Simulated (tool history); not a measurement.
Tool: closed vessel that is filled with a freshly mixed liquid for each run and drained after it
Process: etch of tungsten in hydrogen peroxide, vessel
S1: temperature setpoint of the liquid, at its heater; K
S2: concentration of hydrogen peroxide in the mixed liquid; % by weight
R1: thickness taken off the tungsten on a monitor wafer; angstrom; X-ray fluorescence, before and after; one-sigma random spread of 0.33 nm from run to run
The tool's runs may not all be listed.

run 1 day=0 | S1=328.15 S2=22 time_in_the_liquid_(s)=85 | R1=1035.6
run 2 day=0.358 | S1=325.65 S2=22 time_in_the_liquid_(s)=85 | R1=897.77
run 3 day=0.612 | S1=324.15 S2=22 time_in_the_liquid_(s)=85 | R1=816.99
run 4 day=0.654 | S1=317.65 S2=22 time_in_the_liquid_(s)=85 | R1=542.88
run 5 day=0.825 | S1=312.15 S2=22 time_in_the_liquid_(s)=85 | R1=386.11
run 6 day=1.183 | S1=312.15 S2=22 time_in_the_liquid_(s)=85 | R1=384.27
run 7 day=1.396 | S1=314.65 S2=22 time_in_the_liquid_(s)=85 | R1=449.23
run 8 day=1.738 | S1=316.15 S2=22 time_in_the_liquid_(s)=85 | R1=489.97
run 9 day=1.8 | S1=321.65 S2=22 time_in_the_liquid_(s)=85 | R1=700.16

Run 10 is up next; what results do you expect?
run 10 day=1.979 | S1=321.15 S2=22 time_in_the_liquid_(s)=85 | R1=?

{"run 10": {"R1": 681.16}}

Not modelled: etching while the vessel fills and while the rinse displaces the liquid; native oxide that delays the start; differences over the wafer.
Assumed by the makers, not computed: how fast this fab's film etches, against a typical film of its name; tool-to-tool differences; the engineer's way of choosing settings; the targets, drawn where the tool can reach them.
